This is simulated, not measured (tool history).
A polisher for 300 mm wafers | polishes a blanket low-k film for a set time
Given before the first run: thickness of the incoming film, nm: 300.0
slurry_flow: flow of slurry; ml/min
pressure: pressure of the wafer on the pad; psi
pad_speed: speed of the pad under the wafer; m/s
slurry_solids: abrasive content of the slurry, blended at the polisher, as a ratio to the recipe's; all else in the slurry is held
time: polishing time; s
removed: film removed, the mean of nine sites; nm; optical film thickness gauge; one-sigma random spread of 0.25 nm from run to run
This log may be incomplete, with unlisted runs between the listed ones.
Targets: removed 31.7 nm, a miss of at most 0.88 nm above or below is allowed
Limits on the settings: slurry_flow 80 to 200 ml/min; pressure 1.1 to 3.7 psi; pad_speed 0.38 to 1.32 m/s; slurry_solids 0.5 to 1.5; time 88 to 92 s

run  hour  slurry_flow  pressure  pad_speed  slurry_solids  time  removed
  1     0          130       2.4       0.84              1    88   37.199
  2   1.9          160       2.4       0.84              1    88   38.189
  3   7.9          155       2.3       0.84              1    88   37.062
  4  12.2          155       2.3       0.84            1.2    88   39.504
  5  14.5          150       2.2       0.84            1.2    88   37.682
  6  23.4          145       2.1       0.84            1.2    88   36.083
  7  29.4          140         2       0.84            1.2    88   34.782
  8  31.4          135       1.9       0.84            1.2    88   33.564

5 next moves are on the table. One of them brings every result within its allowed miss. Which?
  A  33.4          150       1.9        0.8            1.3    88        ?
  B  33.4          150       1.7       1.12           1.15    91        ?
  C  33.4          140       2.1        0.8            1.2    91        ?
  D  33.4          140       1.7       0.88            1.2    90        ?
  E  33.4          145       1.9       0.78            1.2    92        ?

move  removed
   A   34.034
   B   36.885
   C   36.711
   D   32.141
   E   33.935
A: misses by more than the last run did
B: misses by more than the last run did
C: misses by more than the last run did
D: meets every target
E: misses by more than the last run did
D meets every target.
